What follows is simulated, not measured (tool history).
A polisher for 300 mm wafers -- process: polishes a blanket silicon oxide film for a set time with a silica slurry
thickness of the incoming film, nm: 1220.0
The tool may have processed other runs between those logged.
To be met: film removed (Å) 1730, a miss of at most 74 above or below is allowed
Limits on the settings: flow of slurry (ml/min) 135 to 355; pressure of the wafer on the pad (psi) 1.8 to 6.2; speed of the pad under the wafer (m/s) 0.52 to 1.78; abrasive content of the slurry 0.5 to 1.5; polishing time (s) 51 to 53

run,hour,flow of slurry (ml/min),pressure of the wafer on the pad (psi),speed of the pad under the wafer (m/s),abrasive content of the slurry,polishing time (s),film removed (Å)
1,0,225,4,1.14,1,51,1414
2,7.3,225,4,1.14,1,53,1438.4
3,10,225,4,1.14,1,51,1417.1
4,16.3,225,4,0.98,1,51,1274.9
5,21.7,270,4,0.98,1,51,1325.1
6,24.7,270,4,0.98,1,53,1359.7
7,27.4,270,4.1,0.98,1,53,1363.8
8,31.8,270,4.2,0.98,1,53,1434.7
9,38,270,4.3,0.98,1,53,1434.9
10,40.2,270,4.4,0.98,1,53,1481.6
11,42.6,270,4.5,0.98,1,53,1514

5 next moves are on the table. One of them brings every result within its allowed miss. Which?
A,45,310,5.6,1,1,53,?
B,45,285,5.3,1,0.85,53,?
C,45,280,4.1,0.92,0.9,51,?
D,45,290,5.4,1.08,0.95,53,?
E,45,335,5,0.76,0.85,53,?

move,film removed (Å)
A,1901.8
B,1705.5
C,1232.3
D,1889.7
E,1376.2
A: takes the biggest miss from the last run beyond its target
B: in spec on every target
C: misses by more than the last run did
D: takes the biggest miss from the last run beyond its target
E: misses by more than the last run did
Answer: B
